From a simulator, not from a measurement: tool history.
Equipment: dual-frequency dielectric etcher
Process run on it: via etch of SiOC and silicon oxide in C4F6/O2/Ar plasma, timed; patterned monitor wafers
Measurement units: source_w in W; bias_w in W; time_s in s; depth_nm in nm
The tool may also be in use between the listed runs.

run	day	source_w	bias_w	time_s	depth_nm
1	0.000	420	182	80.0	93.698
2	0.204	400	180	80.0	91.387
3	0.467	400	180	80.0	91.418
4	0.554	390	179	80.0	89.872
5	0.862	390	179	83.5	94.453
6	1.204	390	179	83.5	94.333
7	1.579	380	178	83.5	93.535

Forecast run 8:
8	1.746	380	178	83.5	?

{"run 8": {"depth_nm": 93.362}}
